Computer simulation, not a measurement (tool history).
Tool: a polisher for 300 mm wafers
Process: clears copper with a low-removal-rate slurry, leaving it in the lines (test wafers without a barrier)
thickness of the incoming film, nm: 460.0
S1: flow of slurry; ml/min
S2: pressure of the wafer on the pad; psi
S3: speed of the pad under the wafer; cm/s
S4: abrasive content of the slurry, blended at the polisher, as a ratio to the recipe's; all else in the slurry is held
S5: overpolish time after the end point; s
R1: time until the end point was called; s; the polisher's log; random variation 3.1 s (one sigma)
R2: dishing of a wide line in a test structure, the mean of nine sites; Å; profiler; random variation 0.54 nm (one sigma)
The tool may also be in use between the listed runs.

run	hour	S1	S2	S3	S4	S5	R1	R2
1	0.0	260	3.9	100	1.0	25	137.95	449.94
2	7.8	260	3.3	100	1.0	21	163.72	331.47
3	10.6	260	2.9	100	1.0	21	181.94	306.40
4	16.3	260	2.9	120	1.0	21	157.28	349.97
5	22.2	260	2.9	120	1.0	11	156.97	212.40
6	23.3	260	2.9	120	1.0	19	157.42	336.60
7	26.9	260	2.6	118	1.0	18	175.68	296.63
8	28.5	260	1.8	116	1.0	15	250.31	177.74

Run 9 comes next. What will it give?
9	33.6	260	1.9	116	1.0	16	?	?

Run 9 gave R1 238.88 s, R2 199.47 Å.
